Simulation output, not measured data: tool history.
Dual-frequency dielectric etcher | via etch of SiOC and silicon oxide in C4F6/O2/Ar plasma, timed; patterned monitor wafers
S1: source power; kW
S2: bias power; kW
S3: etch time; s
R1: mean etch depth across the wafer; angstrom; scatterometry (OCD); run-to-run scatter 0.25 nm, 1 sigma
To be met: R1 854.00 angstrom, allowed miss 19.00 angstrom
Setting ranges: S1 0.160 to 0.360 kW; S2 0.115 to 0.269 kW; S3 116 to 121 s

run  hour     S1     S2   S3      R1
  1   0.0  0.260  0.192  116  999.69
  2   5.8  0.240  0.185  116  951.35
  3  14.6  0.220  0.182  116  916.50
  4  19.5  0.220  0.182  121  958.78
  5  25.7  0.210  0.178  121  930.85
  6  26.4  0.180  0.178  121  887.97
  7  27.6  0.180  0.177  121  881.75
  8  35.6  0.180  0.176  121  876.63
  9  42.0  0.180  0.175  121  873.89

Exactly one of the 4 candidate moves below puts every result within its allowed miss. Which one?
  A  48.4  0.170  0.175  121   ?
  B  48.4  0.170  0.208  117   ?
  C  48.4  0.210  0.192  116   ?
  D  48.4  0.170  0.191  121   ?

move      R1
   A  862.14
   B  898.42
   C  927.08
   D  895.49
A: all results in spec
B: the biggest miss grows against the last run
C: the biggest miss grows against the last run
D: the biggest miss grows against the last run
The move that meets every target is A.
